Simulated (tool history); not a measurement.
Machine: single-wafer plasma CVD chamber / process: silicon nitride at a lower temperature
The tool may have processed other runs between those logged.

run,hour,heater temperature setpoint (K),chamber pressure (Pa),RF power (kW),deposition time (s),mean film thickness on the monitor wafer (Å)
1,0.0,613.15,228,0.400,11.5,171.96
2,7.0,613.15,213,0.395,11.5,169.51
3,11.1,623.15,213,0.395,11.5,169.13
4,15.8,623.15,200,0.390,11.5,165.18
5,23.5,623.15,191,0.385,11.5,163.58
6,30.9,623.15,184,0.380,11.5,160.93

Run 7 is up next; what results do you expect?
7,39.7,623.15,180,0.380,11.5,?

{"run 7": {"mean film thickness on the monitor wafer (Å)": 159.78}}
